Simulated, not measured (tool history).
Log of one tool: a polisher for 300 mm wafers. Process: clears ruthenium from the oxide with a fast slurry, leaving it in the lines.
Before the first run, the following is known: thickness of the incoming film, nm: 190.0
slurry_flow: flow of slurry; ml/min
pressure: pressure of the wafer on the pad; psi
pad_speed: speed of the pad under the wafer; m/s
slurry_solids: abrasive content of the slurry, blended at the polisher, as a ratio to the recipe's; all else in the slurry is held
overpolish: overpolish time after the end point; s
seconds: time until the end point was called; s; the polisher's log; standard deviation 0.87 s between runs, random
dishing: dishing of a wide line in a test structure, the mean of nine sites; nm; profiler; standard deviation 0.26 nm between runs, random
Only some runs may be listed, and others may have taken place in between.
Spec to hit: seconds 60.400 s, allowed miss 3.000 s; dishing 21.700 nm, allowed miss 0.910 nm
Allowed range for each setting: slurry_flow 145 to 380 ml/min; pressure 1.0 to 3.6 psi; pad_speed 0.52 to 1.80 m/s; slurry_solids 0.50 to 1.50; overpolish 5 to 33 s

run 1 hour=0.0 | slurry_flow=245 pressure=2.3 pad_speed=1.16 slurry_solids=1.00 overpolish=17 | seconds=42.819 dishing=25.944
run 2 hour=1.2 | slurry_flow=245 pressure=2.2 pad_speed=1.16 slurry_solids=1.00 overpolish=16 | seconds=45.020 dishing=24.709
run 3 hour=9.9 | slurry_flow=280 pressure=2.2 pad_speed=1.16 slurry_solids=1.00 overpolish=16 | seconds=44.637 dishing=25.032
run 4 hour=16.4 | slurry_flow=280 pressure=2.1 pad_speed=1.16 slurry_solids=1.00 overpolish=15 | seconds=47.484 dishing=24.502
run 5 hour=22.6 | slurry_flow=280 pressure=2.1 pad_speed=1.16 slurry_solids=1.20 overpolish=15 | seconds=41.931 dishing=25.721
run 6 hour=27.9 | slurry_flow=280 pressure=2.0 pad_speed=1.16 slurry_solids=1.20 overpolish=14 | seconds=43.814 dishing=24.795
run 7 hour=36.4 | slurry_flow=280 pressure=2.0 pad_speed=1.16 slurry_solids=1.20 overpolish=14 | seconds=43.129 dishing=24.673
run 8 hour=42.0 | slurry_flow=280 pressure=1.9 pad_speed=1.16 slurry_solids=1.20 overpolish=14 | seconds=45.287 dishing=23.644
run 9 hour=49.7 | slurry_flow=280 pressure=1.8 pad_speed=1.14 slurry_solids=1.20 overpolish=15 | seconds=47.831 dishing=24.270
run 10 hour=58.4 | slurry_flow=280 pressure=1.7 pad_speed=1.14 slurry_solids=1.20 overpolish=15 | seconds=50.605 dishing=23.919
run 11 hour=61.9 | slurry_flow=280 pressure=1.6 pad_speed=1.14 slurry_solids=1.20 overpolish=15 | seconds=53.351 dishing=23.682
run 12 hour=67.3 | slurry_flow=280 pressure=1.6 pad_speed=1.14 slurry_solids=1.20 overpolish=14 | seconds=53.776 dishing=22.688
run 13 hour=71.9 | slurry_flow=280 pressure=1.3 pad_speed=1.12 slurry_solids=1.20 overpolish=13 | seconds=61.898 dishing=20.626

Next run, 5 choices. One meets every target within its allowed miss, the rest don't. Which?
run A hour=76.5 | slurry_flow=200 pressure=1.5 pad_speed=1.08 slurry_solids=1.10 overpolish=12 | seconds=? dishing=?
run B hour=76.5 | slurry_flow=295 pressure=1.2 pad_speed=1.12 slurry_solids=1.25 overpolish=12 | seconds=? dishing=?
run C hour=76.5 | slurry_flow=265 pressure=1.1 pad_speed=1.32 slurry_solids=1.10 overpolish=12 | seconds=? dishing=?
run D hour=76.5 | slurry_flow=260 pressure=1.4 pad_speed=1.16 slurry_solids=1.15 overpolish=14 | seconds=? dishing=?
run E hour=76.5 | slurry_flow=205 pressure=1.8 pad_speed=0.84 slurry_solids=1.00 overpolish=15 | seconds=? dishing=?

move=A seconds=63.053 dishing=19.639
move=B seconds=66.189 dishing=19.150
move=C seconds=67.877 dishing=18.895
move=D seconds=60.457 dishing=21.549
move=E seconds=67.615 dishing=21.143
A: its largest miss is bigger than the last run's
B: its largest miss is bigger than the last run's
C: its largest miss is bigger than the last run's
D: all results land within tolerance of their targets
E: gets the furthest-off result to its target, but another result is out of tolerance
D meets every target.
